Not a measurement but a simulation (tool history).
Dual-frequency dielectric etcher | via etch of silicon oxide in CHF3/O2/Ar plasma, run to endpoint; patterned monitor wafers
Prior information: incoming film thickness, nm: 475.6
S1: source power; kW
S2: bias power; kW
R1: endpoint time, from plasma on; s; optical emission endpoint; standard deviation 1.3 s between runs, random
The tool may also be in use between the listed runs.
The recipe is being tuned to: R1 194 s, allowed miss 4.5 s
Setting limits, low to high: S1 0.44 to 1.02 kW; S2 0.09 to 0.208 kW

run  hour    S1     S2      R1
  1     0  0.73  0.149  227.41
  2   3.4  0.78  0.152  221.71
  3   5.6  0.78  0.131  227.81
  4  10.7  0.83  0.131  220.29
  5  11.9  0.86  0.134  218.25
  6  18.7  0.89   0.14  211.64
  7  21.5  0.91  0.142  210.57
  8  26.8  0.93  0.146  205.98
  9  31.2  0.95  0.148  205.57
 10  38.7  0.96  0.152  201.55
 11  41.4  0.97  0.153  202.02

Of the 5 settings listed for the next run, only one would bring every result within its allowed miss of target. Which one?
  A  44.1  1.02  0.197   ?
  B  44.1  1.02  0.153   ?
  C  44.1  0.98  0.137   ?
  D  44.1  0.96  0.208   ?
  E  44.1  1.02  0.188   ?

move      R1
   A  180.86
   B  193.54
   C  202.46
   D  182.75
   E  183.23
A: carries the result that was furthest off beyond its target, to the other side
B: each result inside its tolerance
C: lands further from the targets than the last run did
D: carries the result that was furthest off beyond its target, to the other side
E: carries the result that was furthest off beyond its target, to the other side
B is the move that brings every result within its allowed miss.

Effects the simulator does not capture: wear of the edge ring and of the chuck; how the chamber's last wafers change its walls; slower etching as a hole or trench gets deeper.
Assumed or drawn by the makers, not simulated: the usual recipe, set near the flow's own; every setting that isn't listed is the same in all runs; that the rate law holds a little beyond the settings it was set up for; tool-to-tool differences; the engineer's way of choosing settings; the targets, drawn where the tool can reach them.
